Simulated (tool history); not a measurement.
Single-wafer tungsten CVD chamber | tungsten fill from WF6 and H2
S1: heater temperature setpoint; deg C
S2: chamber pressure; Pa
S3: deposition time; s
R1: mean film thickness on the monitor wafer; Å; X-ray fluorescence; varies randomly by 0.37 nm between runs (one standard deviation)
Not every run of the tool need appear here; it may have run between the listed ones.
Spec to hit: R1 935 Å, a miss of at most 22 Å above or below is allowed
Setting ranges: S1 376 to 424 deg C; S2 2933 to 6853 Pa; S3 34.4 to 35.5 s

run	hour	S1	S2	S3	R1
1	0	400	4893	34.4	1017
2	9	399	4893	34.4	1005.8
3	17.5	399	4240	34.4	907.33
4	23	399	3373	34.4	756.62
5	30.4	399	3373	34.4	754.2
6	36.3	399	3373	35.5	782.31
7	38.6	401	3386	35.5	811.58
8	44.5	403	3400	35.5	844.89
9	50.9	404	3400	35.5	860.61
10	56.2	405	3400	35.5	869.63
11	59.9	406	3400	35.5	891.97
12	60.5	407	3400	35.5	908.88

Exactly one of the 5 candidate moves below puts every result within its allowed miss. Which one?
A	61.1	413	3306	35.3	?
B	61.1	403	3520	35.5	?
C	61.1	416	3213	35.5	?
D	61.1	409	3640	35.5	?
E	61.1	394	4773	35.4	?

move	R1
A	972.06
B	872.03
C	998.95
D	993.93
E	930.65
A: takes the biggest miss from the last run beyond its target
B: misses by more than the last run did
C: takes the biggest miss from the last run beyond its target
D: takes the biggest miss from the last run beyond its target
E: every result within its allowed miss
E meets every target.
